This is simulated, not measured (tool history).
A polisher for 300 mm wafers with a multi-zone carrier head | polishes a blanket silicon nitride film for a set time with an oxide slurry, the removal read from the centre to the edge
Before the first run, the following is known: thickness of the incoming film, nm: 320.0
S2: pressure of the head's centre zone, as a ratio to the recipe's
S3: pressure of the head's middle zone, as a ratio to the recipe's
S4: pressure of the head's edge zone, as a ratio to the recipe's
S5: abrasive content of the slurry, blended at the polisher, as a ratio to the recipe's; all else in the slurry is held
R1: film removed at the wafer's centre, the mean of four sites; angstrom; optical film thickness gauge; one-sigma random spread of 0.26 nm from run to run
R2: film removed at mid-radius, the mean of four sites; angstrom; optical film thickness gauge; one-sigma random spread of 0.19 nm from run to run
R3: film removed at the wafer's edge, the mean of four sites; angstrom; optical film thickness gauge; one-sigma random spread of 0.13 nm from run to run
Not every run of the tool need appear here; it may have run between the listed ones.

Run 1, day 0.000: flow of slurry (ml/min) 175, S2 1.00, S3 1.00, S4 1.00, S5 1.00, polishing time (s) 42. Result: R1 218.23 angstrom, R2 205.94 angstrom, R3 217.04 angstrom.
Run 2, day 0.212: flow of slurry (ml/min) 175, S2 1.01, S3 1.01, S4 0.98, S5 0.95, polishing time (s) 42. Result: R1 210.68 angstrom, R2 203.61 angstrom, R3 206.09 angstrom.
Run 3, day 0.512: flow of slurry (ml/min) 175, S2 1.01, S3 0.94, S4 0.98, S5 0.95, polishing time (s) 42. Result: R1 218.14 angstrom, R2 191.44 angstrom, R3 203.56 angstrom.
Run 4, day 0.621: flow of slurry (ml/min) 175, S2 1.01, S3 0.94, S4 0.98, S5 1.15, polishing time (s) 42. Result: R1 228.08 angstrom, R2 208.67 angstrom, R3 228.10 angstrom.
Run 5, day 0.733: flow of slurry (ml/min) 175, S2 1.01, S3 0.94, S4 0.98, S5 1.30, polishing time (s) 42. Result: R1 246.31 angstrom, R2 216.97 angstrom, R3 238.49 angstrom.
Run 6, day 0.992: flow of slurry (ml/min) 175, S2 1.01, S3 0.94, S4 0.98, S5 1.10, polishing time (s) 42. Result: R1 230.33 angstrom, R2 203.84 angstrom, R3 220.61 angstrom.
Run 7, day 1.017: flow of slurry (ml/min) 170, S2 1.01, S3 0.94, S4 0.96, S5 1.05, polishing time (s) 42. Result: R1 222.11 angstrom, R2 198.66 angstrom, R3 210.75 angstrom.
Run 8, day 1.129: flow of slurry (ml/min) 165, S2 1.01, S3 0.94, S4 0.94, S5 1.00, polishing time (s) 42. Result: R1 222.29 angstrom, R2 194.56 angstrom, R3 205.51 angstrom.
Run 9, day 1.417: flow of slurry (ml/min) 165, S2 1.00, S3 0.95, S4 0.93, S5 0.95, polishing time (s) 42. Result: R1 207.01 angstrom, R2 189.02 angstrom, R3 196.65 angstrom.

For run 10, what comes out?
Run 10, day 1.458: flow of slurry (ml/min) 165, S2 1.00, S3 0.96, S4 0.91, S5 0.90, polishing time (s) 42. Result: R1 ?, R2 ?, R3 ?.

{"run 10": {"R1": 205.24, "R2": 181.95, "R3": 192.0}}
